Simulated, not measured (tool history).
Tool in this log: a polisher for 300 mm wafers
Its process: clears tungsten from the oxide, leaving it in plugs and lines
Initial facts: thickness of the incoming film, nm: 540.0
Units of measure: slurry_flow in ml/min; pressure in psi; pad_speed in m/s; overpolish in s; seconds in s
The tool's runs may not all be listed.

{"run": 1, "hour": 0.0, "slurry_flow": 205, "pressure": 4.4, "pad_speed": 0.92, "slurry_solids": 1.0, "overpolish": 18, "seconds": 96.938}
{"run": 2, "hour": 4.8, "slurry_flow": 175, "pressure": 4.4, "pad_speed": 0.92, "slurry_solids": 1.0, "overpolish": 18, "seconds": 101.5}
{"run": 3, "hour": 6.1, "slurry_flow": 175, "pressure": 4.1, "pad_speed": 0.9, "slurry_solids": 1.0, "overpolish": 18, "seconds": 110.2}
{"run": 4, "hour": 6.8, "slurry_flow": 175, "pressure": 4.1, "pad_speed": 0.9, "slurry_solids": 1.0, "overpolish": 18, "seconds": 106.84}
{"run": 5, "hour": 14.1, "slurry_flow": 175, "pressure": 3.9, "pad_speed": 0.88, "slurry_solids": 1.0, "overpolish": 18, "seconds": 114.76}
{"run": 6, "hour": 15.3, "slurry_flow": 205, "pressure": 3.9, "pad_speed": 0.88, "slurry_solids": 1.0, "overpolish": 18, "seconds": 114.92}
{"run": 7, "hour": 23.5, "slurry_flow": 205, "pressure": 3.7, "pad_speed": 0.86, "slurry_solids": 1.0, "overpolish": 18, "seconds": 118.29}

For run 8, what comes out?
{"run": 8, "hour": 24.6, "slurry_flow": 205, "pressure": 3.7, "pad_speed": 0.86, "slurry_solids": 1.0, "overpolish": 18, "seconds": "?"}

{"run 8": {"seconds": 119.61}}
